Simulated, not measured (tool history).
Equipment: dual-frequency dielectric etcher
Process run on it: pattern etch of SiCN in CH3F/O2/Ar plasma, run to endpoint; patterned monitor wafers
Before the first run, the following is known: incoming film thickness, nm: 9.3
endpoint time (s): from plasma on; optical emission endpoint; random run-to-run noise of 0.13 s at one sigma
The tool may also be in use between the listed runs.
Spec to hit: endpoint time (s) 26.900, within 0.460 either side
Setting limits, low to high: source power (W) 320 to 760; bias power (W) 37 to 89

run	hour	source power (W)	bias power (W)	endpoint time (s)
1	0.0	540	63	23.286
2	6.0	610	63	21.640
3	10.2	540	62	23.452
4	12.6	540	72	21.980
5	18.2	450	72	24.824
6	21.7	430	72	25.618
7	25.4	420	72	26.023
8	28.9	410	72	26.350

Exercise: of the 4 proposed moves below, exactly one satisfies all targets within the stated allowed misses. Which move is it?
A	32.4	420	71	?
B	32.4	380	78	?
C	32.4	390	83	?
D	32.4	420	72	?

move	endpoint time (s)
A	26.161
B	27.098
C	25.847
D	26.005
A: misses by more than the last run did
B: each result inside its tolerance
C: misses by more than the last run did
D: misses by more than the last run did
Go with B: it meets all targets.
